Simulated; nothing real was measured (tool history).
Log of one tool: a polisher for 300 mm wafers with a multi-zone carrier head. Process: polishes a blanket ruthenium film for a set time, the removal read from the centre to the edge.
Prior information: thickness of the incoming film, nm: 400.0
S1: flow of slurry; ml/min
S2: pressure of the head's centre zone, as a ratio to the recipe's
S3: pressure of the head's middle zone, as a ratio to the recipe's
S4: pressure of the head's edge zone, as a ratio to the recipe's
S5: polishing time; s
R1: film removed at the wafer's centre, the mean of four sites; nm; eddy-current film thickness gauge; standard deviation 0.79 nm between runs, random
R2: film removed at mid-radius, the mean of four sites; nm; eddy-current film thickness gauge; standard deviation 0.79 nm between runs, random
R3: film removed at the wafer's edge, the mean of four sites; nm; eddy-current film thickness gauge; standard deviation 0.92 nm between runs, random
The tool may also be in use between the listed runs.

run 1 day=0 | S1=275 S2=1 S3=1 S4=1 S5=41 | R1=52.353 R2=51.651 R3=52.505
run 2 day=0.179 | S1=275 S2=1.02 S3=1 S4=1.01 S5=42 | R1=54.681 R2=53.969 R3=54.242
run 3 day=0.433 | S1=275 S2=0.95 S3=1 S4=1.01 S5=42 | R1=50.959 R2=55.802 R3=56.248
run 4 day=0.721 | S1=275 S2=0.95 S3=1 S4=1.01 S5=51 | R1=61.934 R2=64.915 R3=67.512
run 5 day=0.788 | S1=330 S2=0.95 S3=1 S4=1.01 S5=51 | R1=62.973 R2=67.114 R3=70.376
run 6 day=1.021 | S1=325 S2=0.97 S3=0.99 S4=1 S5=51 | R1=63.339 R2=67.914 R3=69.664
run 7 day=1.25 | S1=315 S2=0.99 S3=0.98 S4=1 S5=51 | R1=63.9 R2=66.706 R3=69.124

Expected results for the next run?
run 8 day=1.308 | S1=315 S2=0.99 S3=0.98 S4=1 S5=51 | R1=? R2=? R3=?

{"run 8": {"R1": 64.155, "R2": 66.257, "R3": 66.639}}
